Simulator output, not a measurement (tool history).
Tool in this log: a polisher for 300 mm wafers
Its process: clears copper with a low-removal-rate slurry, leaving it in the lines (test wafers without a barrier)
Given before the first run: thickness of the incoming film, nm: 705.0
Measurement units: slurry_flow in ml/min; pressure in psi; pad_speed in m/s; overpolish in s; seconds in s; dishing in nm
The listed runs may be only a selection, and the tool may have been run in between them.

Run 1, day 0.000: slurry_flow 305 ml/min, pressure 4.0 psi, pad_speed 1.28 m/s, slurry_solids 1.00, overpolish 13 s. Result: seconds 118.84 s, dishing 42.181 nm.
Run 2, day 0.325: slurry_flow 305 ml/min, pressure 4.0 psi, pad_speed 1.28 m/s, slurry_solids 0.85, overpolish 13 s. Result: seconds 123.19 s, dishing 42.415 nm.
Run 3, day 0.492: slurry_flow 305 ml/min, pressure 4.0 psi, pad_speed 1.28 m/s, slurry_solids 0.85, overpolish 8 s. Result: seconds 122.16 s, dishing 28.716 nm.
Run 4, day 0.842: slurry_flow 305 ml/min, pressure 4.0 psi, pad_speed 1.28 m/s, slurry_solids 0.75, overpolish 8 s. Result: seconds 124.10 s, dishing 27.368 nm.
Run 5, day 0.912: slurry_flow 305 ml/min, pressure 3.7 psi, pad_speed 1.28 m/s, slurry_solids 0.75, overpolish 9 s. Result: seconds 135.83 s, dishing 28.762 nm.
Run 6, day 1.154: slurry_flow 355 ml/min, pressure 3.7 psi, pad_speed 1.28 m/s, slurry_solids 0.75, overpolish 9 s. Result: seconds 133.00 s, dishing 29.679 nm.
Run 7, day 1.462: slurry_flow 345 ml/min, pressure 3.5 psi, pad_speed 1.28 m/s, slurry_solids 0.75, overpolish 9 s. Result: seconds 140.73 s, dishing 27.396 nm.
Run 8, day 1.742: slurry_flow 340 ml/min, pressure 3.4 psi, pad_speed 1.28 m/s, slurry_solids 0.75, overpolish 9 s. Result: seconds 143.20 s, dishing 26.322 nm.
Run 9, day 2.058: slurry_flow 335 ml/min, pressure 3.3 psi, pad_speed 1.28 m/s, slurry_solids 0.75, overpolish 9 s. Result: seconds 148.30 s, dishing 25.869 nm.

Run 10 comes next. What will it give?
Run 10, day 2.229: slurry_flow 330 ml/min, pressure 3.2 psi, pad_speed 1.28 m/s, slurry_solids 0.75, overpolish 9 s. Result: seconds ?, dishing ?.

Logged for run 10: seconds 153.47 s, dishing 24.982 nm.
